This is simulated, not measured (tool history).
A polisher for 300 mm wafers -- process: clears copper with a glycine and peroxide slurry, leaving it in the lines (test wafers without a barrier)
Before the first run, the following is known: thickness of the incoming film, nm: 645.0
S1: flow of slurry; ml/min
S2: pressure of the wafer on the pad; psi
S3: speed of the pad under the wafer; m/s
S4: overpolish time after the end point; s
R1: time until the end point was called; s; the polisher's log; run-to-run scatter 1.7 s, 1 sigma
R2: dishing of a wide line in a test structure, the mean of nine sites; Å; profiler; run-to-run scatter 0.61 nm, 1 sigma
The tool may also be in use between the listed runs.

run,day,S1,S2,S3,S4,R1,R2
1,0,170,1.7,1.3,15,118.11,345.51
2,0.046,170,1.5,1.3,15,130.7,335.87
3,0.329,125,1.5,1.3,15,137.41,327.22
4,0.442,125,1.5,1.58,15,117.29,340.43
5,0.517,125,1.6,1.6,14,111.03,332.31
6,0.7,125,1.2,1.6,14,135.8,302
7,0.817,125,1.2,1.6,14,134.98,310.4

Forecast run 8:
8,0.9,125,1.4,1.62,14,?,?

For run 8 the tool returned R1 119.41 s, R2 325.33 Å.

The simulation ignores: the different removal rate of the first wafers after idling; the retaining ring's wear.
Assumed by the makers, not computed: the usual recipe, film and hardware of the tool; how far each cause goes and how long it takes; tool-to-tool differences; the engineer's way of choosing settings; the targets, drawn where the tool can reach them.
